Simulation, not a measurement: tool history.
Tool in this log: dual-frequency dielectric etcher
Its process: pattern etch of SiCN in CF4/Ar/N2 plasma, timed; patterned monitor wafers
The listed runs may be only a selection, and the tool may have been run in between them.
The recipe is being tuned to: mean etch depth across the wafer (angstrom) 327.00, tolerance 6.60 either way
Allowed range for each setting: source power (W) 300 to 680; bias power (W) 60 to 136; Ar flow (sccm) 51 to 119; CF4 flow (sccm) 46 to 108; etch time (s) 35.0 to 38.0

run    day  source power (W)  bias power (W)  Ar flow (sccm)  CF4 flow (sccm)  etch time (s)  mean etch depth across the wafer (angstrom)
  1  0.000               490              98              85               77           38.0                                       400.36
  2  0.083               460              97              85               77           38.0                                       371.32
  3  0.450               460              88              85               77           38.0                                       360.52
  4  0.538               460              88              99               77           38.0                                       348.62
  5  0.738               460              94              99               77           38.0                                       357.96
  6  1.000               500              94              99               77           38.0                                       389.76
  7  1.125               480              94              99               77           38.0                                       372.60
  8  1.479               460              94              99               77           38.0                                       356.27
  9  1.671               450              94              99               77           38.0                                       349.19
 10  1.983               440              94              99               77           38.0                                       340.59

Exercise: of the 5 proposed moves below, exactly one satisfies all targets within the stated allowed misses. Which move is it?
  A  2.296               440              89              98               78           35.5                                            ?
  B  2.296               470             104             101               78           36.0                                            ?
  C  2.296               480              89              94               68           36.5                                            ?
  D  2.296               440              97             118               74           37.5                                            ?
  E  2.296               460              85              87               73           37.0                                            ?

move  mean etch depth across the wafer (angstrom)
   A                                       314.44
   B                                       361.49
   C                                       351.76
   D                                       330.49
   E                                       342.52
A: pushes the last run's worst result past its target
B: moves away from the targets compared with the last run
C: moves away from the targets compared with the last run
D: hits every target within its allowed miss
E: moves away from the targets compared with the last run
Answer: D
